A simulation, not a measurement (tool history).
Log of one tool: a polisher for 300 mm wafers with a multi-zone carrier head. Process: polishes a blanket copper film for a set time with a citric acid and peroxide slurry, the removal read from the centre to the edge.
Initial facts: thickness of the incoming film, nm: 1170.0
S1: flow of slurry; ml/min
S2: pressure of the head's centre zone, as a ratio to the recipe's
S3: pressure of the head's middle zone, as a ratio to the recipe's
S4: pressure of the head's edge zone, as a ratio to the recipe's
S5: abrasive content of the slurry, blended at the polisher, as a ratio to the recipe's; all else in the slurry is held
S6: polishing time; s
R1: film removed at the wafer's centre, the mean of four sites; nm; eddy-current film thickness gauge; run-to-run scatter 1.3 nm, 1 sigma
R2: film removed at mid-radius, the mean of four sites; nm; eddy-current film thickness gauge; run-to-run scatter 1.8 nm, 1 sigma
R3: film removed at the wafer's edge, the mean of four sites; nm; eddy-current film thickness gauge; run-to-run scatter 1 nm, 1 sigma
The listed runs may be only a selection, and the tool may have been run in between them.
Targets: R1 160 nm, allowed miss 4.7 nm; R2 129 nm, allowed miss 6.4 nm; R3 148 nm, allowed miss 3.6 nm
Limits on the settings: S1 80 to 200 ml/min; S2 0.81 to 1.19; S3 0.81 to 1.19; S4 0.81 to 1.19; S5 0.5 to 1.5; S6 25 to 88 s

run  hour   S1    S2    S3    S4    S5  S6      R1      R2      R3
  1     0  130     1     1     1     1  56  139.26  144.29  140.04
  2   0.7  130     1     1  0.94     1  56  139.54  139.97  135.65
  3   2.2  135  1.01  0.98  0.95     1  56  142.69  136.85  136.86
  4    11  135  0.95  0.98  0.95     1  56  133.99  142.25   137.5
  5  16.7  135  0.95  0.98  0.95  1.05  56   137.6  139.58  141.07
  6  19.9  135  0.95  0.92  0.95  1.05  56  138.02   136.3     140
  7  27.9  140  0.96  0.91  0.96  1.05  56  135.56  132.51  140.25
  8  29.3  145  0.97  0.91  0.96  1.05  56  139.72  134.63  139.95

Pick the move, out of 4, that brings all results within their allowed miss; only one does.
  A  30.7  160  1.07  0.89  0.87  1.05  61   ?   ?   ?
  B  30.7  170  1.03  0.85   0.9  0.85  57   ?   ?   ?
  C  30.7  115  1.12  0.87  1.05  0.95  59   ?   ?   ?
  D  30.7  100  1.12  0.81  0.88   1.3  61   ?   ?   ?

move      R1      R2      R3
   A  171.84   149.6  147.38
   B  148.67   129.4  134.19
   C  159.83  131.35  146.52
   D  172.44  134.25  147.29
A: takes the result that was furthest off past its target
B: better than the last run, though not everything is in spec
C: in spec on every target
D: takes the result that was furthest off past its target
Answer: C

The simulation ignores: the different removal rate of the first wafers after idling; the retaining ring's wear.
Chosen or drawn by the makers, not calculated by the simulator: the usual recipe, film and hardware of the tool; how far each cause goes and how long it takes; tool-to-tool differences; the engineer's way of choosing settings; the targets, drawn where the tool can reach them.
